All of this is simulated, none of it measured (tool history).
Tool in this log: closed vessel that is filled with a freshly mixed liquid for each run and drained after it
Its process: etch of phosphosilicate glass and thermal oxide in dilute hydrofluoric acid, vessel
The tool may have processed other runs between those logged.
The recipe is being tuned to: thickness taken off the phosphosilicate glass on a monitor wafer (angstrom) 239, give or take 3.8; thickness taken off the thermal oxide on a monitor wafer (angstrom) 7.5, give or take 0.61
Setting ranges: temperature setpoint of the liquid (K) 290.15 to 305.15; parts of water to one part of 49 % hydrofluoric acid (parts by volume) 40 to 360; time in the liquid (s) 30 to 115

run	hour	temperature setpoint of the liquid (K)	parts of water to one part of 49 % hydrofluoric acid (parts by volume)	time in the liquid (s)	thickness taken off the phosphosilicate glass on a monitor wafer (angstrom)	thickness taken off the thermal oxide on a monitor wafer (angstrom)
1	0	297.15	200	60	335.78	10.283
2	1	297.15	270	60	228.22	6.9157
3	4.6	297.15	320	60	182.92	5.6773
4	7.8	299.15	320	60	195.99	6.367
5	11.5	299.15	280	60	234.01	7.4804
6	19	299.15	240	60	284.63	9.2122
7	20.9	295.15	240	60	247.24	7.7069
8	27.3	294.65	240	60	243.71	7.943

Which single option among these 4 for the next run brings every result within its allowed miss of target? Just one does.
A	33.7	291.15	250	75	?	?
B	33.7	292.15	285	80	?	?
C	33.7	296.65	265	65	?	?
D	33.7	294.15	260	70	?	?

move	thickness taken off the phosphosilicate glass on a monitor wafer (angstrom)	thickness taken off the thermal oxide on a monitor wafer (angstrom)
A	252.83	8.1733
B	237.58	7.68
C	249	8.0494
D	251.21	8.1209
A: lands further from the targets than the last run did
B: all results in spec
C: lands further from the targets than the last run did
D: lands further from the targets than the last run did
The right move is B.
